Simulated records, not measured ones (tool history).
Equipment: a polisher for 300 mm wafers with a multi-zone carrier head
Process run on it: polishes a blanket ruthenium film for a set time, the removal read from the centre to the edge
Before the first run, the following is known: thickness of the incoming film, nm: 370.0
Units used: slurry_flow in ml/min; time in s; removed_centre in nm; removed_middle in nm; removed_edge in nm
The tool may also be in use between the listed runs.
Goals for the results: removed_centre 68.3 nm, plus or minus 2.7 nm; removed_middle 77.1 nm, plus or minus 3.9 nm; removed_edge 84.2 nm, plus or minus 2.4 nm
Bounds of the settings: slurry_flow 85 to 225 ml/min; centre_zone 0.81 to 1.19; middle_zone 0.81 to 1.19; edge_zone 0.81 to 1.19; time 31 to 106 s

run    day  slurry_flow  centre_zone  middle_zone  edge_zone  time  removed_centre  removed_middle  removed_edge
  1      0          145            1            1          1    68          96.527          98.826        102.78
  2  0.346          145         1.08            1          1    68          100.59          103.03        103.49
  3  0.625          145         1.08         0.93          1    68          102.74           97.34        104.92
  4  0.762          145            1         0.93          1    68          99.358          97.555        103.59
  5  0.979          135         0.97         0.95       1.02    65          92.271          93.298        100.17
  6  1.304          135         0.97         0.98       1.02    65          90.877          92.924        100.17
  7   1.55          130         0.94            1       1.02    63          86.873          94.342        95.561
  8  1.838          125         0.91         0.99       1.04    60          79.132          86.334        91.076
  9  2.058          120         0.89         0.99       1.05    59          76.459           87.36        89.974
 10  2.192          115         0.88         0.97       1.05    58          74.532          82.172        86.273

Pick the move, out of 5, that brings all results within their allowed miss; only one does.
  A  2.325          115         0.81         0.96       1.08    58               ?               ?             ?
  B  2.325           85         0.89         1.03       0.95    58               ?               ?             ?
  C  2.325          125         0.88            1       1.16    52               ?               ?             ?
  D  2.325          135         1.02         0.83       1.01    59               ?               ?             ?
  E  2.325          130         0.93         1.04       0.94    59               ?               ?             ?

move  removed_centre  removed_middle  removed_edge
   A          70.814          79.877        89.494
   B          68.525          78.559        79.792
   C          68.003          75.435        84.222
   D          85.772          74.437        90.332
   E          80.489          89.209        86.584
A: gets the furthest-off result to its target, but another result is out of tolerance
B: gets the furthest-off result to its target, but another result is out of tolerance
C: hits every target within its allowed miss
D: the biggest miss grows against the last run
E: the biggest miss grows against the last run
So the answer is move C, the one that meets all the targets.

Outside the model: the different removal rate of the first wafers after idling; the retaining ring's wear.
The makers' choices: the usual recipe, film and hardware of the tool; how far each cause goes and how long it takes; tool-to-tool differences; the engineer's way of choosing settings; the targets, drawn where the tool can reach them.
